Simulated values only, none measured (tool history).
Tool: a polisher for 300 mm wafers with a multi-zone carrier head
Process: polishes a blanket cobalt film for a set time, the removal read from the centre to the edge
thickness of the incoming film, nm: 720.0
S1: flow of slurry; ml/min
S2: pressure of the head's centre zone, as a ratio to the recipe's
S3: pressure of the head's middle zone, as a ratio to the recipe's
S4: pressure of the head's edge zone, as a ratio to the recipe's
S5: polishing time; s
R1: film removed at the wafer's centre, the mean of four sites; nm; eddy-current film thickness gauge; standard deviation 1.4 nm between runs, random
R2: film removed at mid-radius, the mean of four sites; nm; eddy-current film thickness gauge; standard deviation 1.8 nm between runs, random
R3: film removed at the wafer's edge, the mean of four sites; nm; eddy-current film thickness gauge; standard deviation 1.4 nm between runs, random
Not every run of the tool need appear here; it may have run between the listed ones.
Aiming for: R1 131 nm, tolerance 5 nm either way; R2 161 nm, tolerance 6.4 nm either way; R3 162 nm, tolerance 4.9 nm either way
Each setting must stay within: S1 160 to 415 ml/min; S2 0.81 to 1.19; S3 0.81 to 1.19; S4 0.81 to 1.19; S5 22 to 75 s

run,hour,S1,S2,S3,S4,S5,R1,R2,R3
1,0,265,1,1,1,48,182.9,184.56,184.59
2,1.3,260,0.98,1,1,47,173.34,179.13,178.68
3,5.8,255,0.96,1,1,47,174.91,183.06,178.93
4,6.9,255,0.96,1,1,40,147.86,149.06,153.03
5,11.7,255,0.94,1.01,1.01,40,140.94,153.57,153.34
6,18.5,255,0.93,1.01,1.02,40,143.19,151.41,152.38
7,25.8,250,0.92,1.02,1.04,40,139.53,152.45,155.24
8,34.8,250,0.91,1.03,1.05,40,139.36,155.42,156.34
9,38.6,250,0.9,1.03,1.06,40,138.68,155.62,156.37
10,39.1,250,0.89,1.03,1.07,40,134.64,156.06,156.95
11,44.9,250,0.89,1.03,1.08,40,139.54,158.14,157.46

Which single option among these 4 for the next run brings every result within its allowed miss of target? Just one does.
A,50.7,295,1.04,1.12,1.08,39,?,?,?
B,50.7,225,0.85,1.06,1.13,41,?,?,?
C,50.7,245,0.99,1.07,1.18,40,?,?,?
D,50.7,255,0.96,1.05,1.06,42,?,?,?

move,R1,R2,R3
A,159.45,166.67,156.07
B,131.67,161.74,163.78
C,151.81,160.83,164.84
D,155.4,167.09,164.56
A: further off than the last run
B: meets every target
C: further off than the last run
D: further off than the last run
The move that meets every target is B.
